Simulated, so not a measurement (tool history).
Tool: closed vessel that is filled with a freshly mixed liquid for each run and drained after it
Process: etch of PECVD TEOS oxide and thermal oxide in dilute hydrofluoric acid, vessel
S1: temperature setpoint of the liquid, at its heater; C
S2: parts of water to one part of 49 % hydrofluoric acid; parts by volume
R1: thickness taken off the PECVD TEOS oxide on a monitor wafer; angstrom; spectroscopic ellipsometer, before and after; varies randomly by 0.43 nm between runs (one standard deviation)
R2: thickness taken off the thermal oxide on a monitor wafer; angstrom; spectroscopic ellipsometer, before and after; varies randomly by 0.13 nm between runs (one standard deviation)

Run 1, hour 0.0: S1 24.0 C, S2 55 parts by volume, time in the liquid (s) 60. Result: R1 159.52 angstrom, R2 54.510 angstrom.
Run 2, hour 4.3: S1 23.0 C, S2 55 parts by volume, time in the liquid (s) 60. Result: R1 153.48 angstrom, R2 52.927 angstrom.
Run 3, hour 10.5: S1 24.5 C, S2 50 parts by volume, time in the liquid (s) 65. Result: R1 196.94 angstrom, R2 66.175 angstrom.
Run 4, hour 15.9: S1 21.0 C, S2 50 parts by volume, time in the liquid (s) 65. Result: R1 170.68 angstrom, R2 58.216 angstrom.
Run 5, hour 24.9: S1 23.0 C, S2 45 parts by volume, time in the liquid (s) 65. Result: R1 208.29 angstrom, R2 71.003 angstrom.
Run 6, hour 32.1: S1 25.0 C, S2 40 parts by volume, time in the liquid (s) 65. Result: R1 256.67 angstrom, R2 86.132 angstrom.
Run 7, hour 34.3: S1 26.5 C, S2 35 parts by volume, time in the liquid (s) 65. Result: R1 307.90 angstrom, R2 106.010 angstrom.
Run 8, hour 36.8: S1 27.5 C, S2 30 parts by volume, time in the liquid (s) 65. Result: R1 377.41 angstrom, R2 129.550 angstrom.
Run 9, hour 42.2: S1 28.5 C, S2 30 parts by volume, time in the liquid (s) 65. Result: R1 397.76 angstrom, R2 136.630 angstrom.
Run 10, hour 50.1: S1 29.0 C, S2 30 parts by volume, time in the liquid (s) 65. Result: R1 410.33 angstrom, R2 138.440 angstrom.
Run 11, hour 55.1: S1 31.5 C, S2 20 parts by volume, time in the liquid (s) 65. Result: R1 689.14 angstrom, R2 234.160 angstrom.
Run 12, hour 56.6: S1 31.0 C, S2 20 parts by volume, time in the liquid (s) 65. Result: R1 674.13 angstrom, R2 228.450 angstrom.
Run 13, hour 58.6: S1 30.5 C, S2 20 parts by volume, time in the liquid (s) 65. Result: R1 656.99 angstrom, R2 223.360 angstrom.
Run 14, hour 60.1: S1 30.0 C, S2 20 parts by volume, time in the liquid (s) 65. Result: R1 644.27 angstrom, R2 218.110 angstrom.
Run 15, hour 61.2: S1 29.5 C, S2 20 parts by volume, time in the liquid (s) 65. Result: R1 630.52 angstrom, R2 213.050 angstrom.
Run 16, hour 69.7: S1 29.0 C, S2 20 parts by volume, time in the liquid (s) 65. Result: R1 616.12 angstrom, R2 212.490 angstrom.
Run 17, hour 76.9: S1 28.5 C, S2 20 parts by volume, time in the liquid (s) 65. Result: R1 609.30 angstrom, R2 206.430 angstrom.
Run 18, hour 82.5: S1 28.0 C, S2 20 parts by volume, time in the liquid (s) 65. Result: R1 590.62 angstrom, R2 202.720 angstrom.

Estimate the outcome of run 19 from the log above:
Run 19, hour 89.7: S1 27.5 C, S2 20 parts by volume, time in the liquid (s) 65. Result: R1 ?, R2 ?.

For run 19 the tool returned R1 583.32 angstrom, R2 197.560 angstrom.
